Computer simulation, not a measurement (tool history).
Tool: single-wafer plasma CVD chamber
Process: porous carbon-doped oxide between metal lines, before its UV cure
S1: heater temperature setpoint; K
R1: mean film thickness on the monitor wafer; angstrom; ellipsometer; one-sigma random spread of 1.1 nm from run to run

Run 1, hour 0.0: S1 573.15 K, RF power (kW) 0.630, deposition time (s) 44.9. Result: R1 2698.0 angstrom.
Run 2, hour 6.0: S1 580.15 K, RF power (kW) 0.600, deposition time (s) 44.9. Result: R1 2515.2 angstrom.
Run 3, hour 9.8: S1 580.15 K, RF power (kW) 0.600, deposition time (s) 44.9. Result: R1 2505.2 angstrom.
Run 4, hour 15.5: S1 585.15 K, RF power (kW) 0.585, deposition time (s) 44.9. Result: R1 2429.0 angstrom.
Run 5, hour 18.7: S1 585.15 K, RF power (kW) 0.585, deposition time (s) 44.9. Result: R1 2415.2 angstrom.
Run 6, hour 27.6: S1 585.15 K, RF power (kW) 0.585, deposition time (s) 44.9. Result: R1 2397.0 angstrom.
Run 7, hour 28.3: S1 588.15 K, RF power (kW) 0.575, deposition time (s) 44.9. Result: R1 2323.4 angstrom.
Run 8, hour 33.5: S1 591.15 K, RF power (kW) 0.575, deposition time (s) 44.9. Result: R1 2303.4 angstrom.

Expected results for the next run?
Run 9, hour 34.6: S1 593.15 K, RF power (kW) 0.570, deposition time (s) 44.9. Result: R1 ?.

R1: 2268.5 angstrom
